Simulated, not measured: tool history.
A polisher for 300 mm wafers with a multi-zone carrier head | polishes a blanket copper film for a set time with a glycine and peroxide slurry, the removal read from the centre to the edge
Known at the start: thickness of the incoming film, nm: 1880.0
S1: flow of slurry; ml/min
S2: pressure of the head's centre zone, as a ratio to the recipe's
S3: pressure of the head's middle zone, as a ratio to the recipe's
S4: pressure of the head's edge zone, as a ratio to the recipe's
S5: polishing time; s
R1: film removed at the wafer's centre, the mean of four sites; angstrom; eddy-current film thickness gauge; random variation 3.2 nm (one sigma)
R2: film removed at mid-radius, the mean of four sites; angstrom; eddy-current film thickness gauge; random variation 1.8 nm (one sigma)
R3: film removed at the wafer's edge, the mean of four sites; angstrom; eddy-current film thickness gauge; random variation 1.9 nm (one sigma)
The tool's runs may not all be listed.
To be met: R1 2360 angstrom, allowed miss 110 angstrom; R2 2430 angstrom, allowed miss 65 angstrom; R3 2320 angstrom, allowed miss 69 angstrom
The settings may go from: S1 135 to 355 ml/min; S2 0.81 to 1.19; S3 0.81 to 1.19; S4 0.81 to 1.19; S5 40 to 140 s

run	hour	S1	S2	S3	S4	S5	R1	R2	R3
1	0	225	1	1	1	90	4596.9	4664.3	4613.3
2	5	210	0.99	0.99	0.97	80	3989.5	4109.2	4020.8
3	8.8	235	0.99	0.99	0.97	80	4028.6	4068.7	4035.7
4	10.6	235	0.99	0.99	1.01	80	4138.6	4079.7	4103.1
5	17.1	225	0.99	0.98	0.97	72	3682	3722.2	3619.8
6	24.2	225	0.93	0.98	0.97	72	3377.2	3689.2	3666
7	30.4	220	0.94	0.97	0.95	66	3054.5	3286.3	3283.5
8	32.9	220	0.95	0.96	0.93	62	3028.6	3086.8	3093.1
9	41.8	215	0.95	0.96	0.91	59	2883.4	2952.7	2894.1
10	48.5	210	0.94	0.96	0.89	57	2725.9	2819.3	2750.5
11	56.5	205	0.94	0.96	0.87	56	2702.7	2763.8	2626.4
12	65.1	195	0.93	0.95	0.86	56	2586.1	2726.1	2661
13	66.5	195	0.93	0.95	0.85	55	2583.4	2684.6	2625.1
14	69.6	195	0.93	0.95	0.84	54	2507.4	2615.2	2527
# hour 78: edge zone pressure recalibrated
15	78	195	0.93	0.95	0.83	53	2479.8	2571.2	2528.1
16	82.8	175	0.97	0.99	0.81	45	2120	2232.2	2107.7
17	87.2	175	0.97	0.99	0.81	45	2140.3	2232	2087.3
18	96	190	0.96	0.98	0.82	45	2163.6	2222.4	2134.6

Which of these 5 next moves meets every target?
A	104.8	270	0.86	1.02	0.98	47	?	?	?
B	104.8	145	0.97	0.81	1.02	48	?	?	?
C	104.8	210	0.98	1	0.86	47	?	?	?
D	104.8	145	0.83	1.04	0.95	51	?	?	?
E	104.8	175	1.16	1.05	0.83	43	?	?	?

move	R1	R2	R3
A	2049.1	2514.3	2500.5
B	2095.8	1960.2	2404
C	2250.9	2394.9	2325.8
D	1906.4	2489.8	2480
E	2356	2198.5	2052.4
A: takes the result that was furthest off past its target
B: further off than the last run
C: meets every target
D: brings the result that was furthest off to its target, and leaves another outside
E: further off than the last run
Answer: C
